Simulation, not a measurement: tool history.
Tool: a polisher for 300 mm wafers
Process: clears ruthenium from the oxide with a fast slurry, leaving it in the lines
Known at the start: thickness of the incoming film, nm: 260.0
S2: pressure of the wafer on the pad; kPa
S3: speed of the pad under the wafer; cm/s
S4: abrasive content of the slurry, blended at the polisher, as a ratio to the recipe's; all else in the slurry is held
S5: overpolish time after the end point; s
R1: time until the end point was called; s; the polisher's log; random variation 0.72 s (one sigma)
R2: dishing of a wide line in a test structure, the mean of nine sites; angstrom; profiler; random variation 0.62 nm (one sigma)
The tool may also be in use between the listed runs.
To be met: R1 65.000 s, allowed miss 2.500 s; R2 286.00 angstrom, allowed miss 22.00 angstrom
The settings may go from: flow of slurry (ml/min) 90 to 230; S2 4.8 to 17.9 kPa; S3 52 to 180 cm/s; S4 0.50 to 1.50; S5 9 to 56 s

{"run": 1, "hour": 0.0, "flow of slurry (ml/min)": 150, "S2": 11.0, "S3": 116, "S4": 1.0, "S5": 29, "R1": 88.954, "R2": 587.57}
{"run": 2, "hour": 0.8, "flow of slurry (ml/min)": 150, "S2": 11.0, "S3": 116, "S4": 1.1, "S5": 29, "R1": 87.743, "R2": 606.22}
{"run": 3, "hour": 7.0, "flow of slurry (ml/min)": 155, "S2": 12.4, "S3": 116, "S4": 0.9, "S5": 22, "R1": 83.795, "R2": 524.03}
{"run": 4, "hour": 8.0, "flow of slurry (ml/min)": 155, "S2": 9.7, "S3": 116, "S4": 0.9, "S5": 22, "R1": 105.71, "R2": 406.94}
{"run": 5, "hour": 8.5, "flow of slurry (ml/min)": 180, "S2": 9.7, "S3": 138, "S4": 0.8, "S5": 18, "R1": 91.423, "R2": 390.85}
{"run": 6, "hour": 16.3, "flow of slurry (ml/min)": 195, "S2": 9.7, "S3": 138, "S4": 0.8, "S5": 18, "R1": 93.218, "R2": 387.66}
{"run": 7, "hour": 20.5, "flow of slurry (ml/min)": 205, "S2": 9.7, "S3": 152, "S4": 0.7, "S5": 15, "R1": 86.529, "R2": 354.8}
{"run": 8, "hour": 24.4, "flow of slurry (ml/min)": 230, "S2": 11.0, "S3": 180, "S4": 0.5, "S5": 9, "R1": 71.051, "R2": 261.1}
{"run": 9, "hour": 27.1, "flow of slurry (ml/min)": 230, "S2": 12.4, "S3": 180, "S4": 0.5, "S5": 10, "R1": 65.229, "R2": 308.26}

Which of these 5 next moves meets every target?
{"run": "A", "hour": 29.8, "flow of slurry (ml/min)": 215, "S2": 12.4, "S3": 176, "S4": 0.5, "S5": 13, "R1": "?", "R2": "?"}
{"run": "B", "hour": 29.8, "flow of slurry (ml/min)": 185, "S2": 13.1, "S3": 176, "S4": 0.6, "S5": 9, "R1": "?", "R2": "?"}
{"run": "C", "hour": 29.8, "flow of slurry (ml/min)": 230, "S2": 11.7, "S3": 170, "S4": 0.6, "S5": 13, "R1": "?", "R2": "?"}
{"run": "D", "hour": 29.8, "flow of slurry (ml/min)": 230, "S2": 12.4, "S3": 172, "S4": 0.55, "S5": 9, "R1": "?", "R2": "?"}
{"run": "E", "hour": 29.8, "flow of slurry (ml/min)": 220, "S2": 11.7, "S3": 170, "S4": 0.55, "S5": 12, "R1": "?", "R2": "?"}

move=A R1=65.850 R2=377.41
move=B R1=59.236 R2=300.23
move=C R1=66.329 R2=375.07
move=D R1=64.256 R2=279.19
move=E R1=69.083 R2=337.83
A: further off than the last run
B: brings the result that was furthest off to its target, and leaves another outside
C: further off than the last run
D: meets every target
E: further off than the last run
Answer: D
